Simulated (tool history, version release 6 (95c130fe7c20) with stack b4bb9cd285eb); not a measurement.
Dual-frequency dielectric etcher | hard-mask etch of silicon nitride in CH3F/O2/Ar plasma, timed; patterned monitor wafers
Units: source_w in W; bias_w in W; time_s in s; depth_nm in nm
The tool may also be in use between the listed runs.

{"run": 1, "hour": 0.0, "source_w": 460, "bias_w": 67, "time_s": 141.0, "depth_nm": 89.245}
{"run": 2, "hour": 8.9, "source_w": 460, "bias_w": 67, "time_s": 141.0, "depth_nm": 88.963}
{"run": 3, "hour": 15.9, "source_w": 490, "bias_w": 68, "time_s": 141.0, "depth_nm": 91.195}
{"run": 4, "hour": 20.3, "source_w": 490, "bias_w": 68, "time_s": 130.0, "depth_nm": 84.706}
{"run": 5, "hour": 23.1, "source_w": 510, "bias_w": 73, "time_s": 131.5, "depth_nm": 88.384}
{"run": 6, "hour": 31.1, "source_w": 470, "bias_w": 73, "time_s": 131.5, "depth_nm": 86.382}
{"run": 7, "hour": 37.5, "source_w": 500, "bias_w": 77, "time_s": 133.0, "depth_nm": 89.863}
{"run": 8, "hour": 44.6, "source_w": 520, "bias_w": 80, "time_s": 134.5, "depth_nm": 93.322}
{"run": 9, "hour": 46.3, "source_w": 540, "bias_w": 81, "time_s": 135.0, "depth_nm": 94.824}
{"run": 10, "hour": 51.6, "source_w": 560, "bias_w": 82, "time_s": 135.5, "depth_nm": 97.563}

Forecast run 11:
{"run": 11, "hour": 57.9, "source_w": 570, "bias_w": 83, "time_s": 135.5, "depth_nm": "?"}

Run 11 gave depth_nm 98.031 nm.
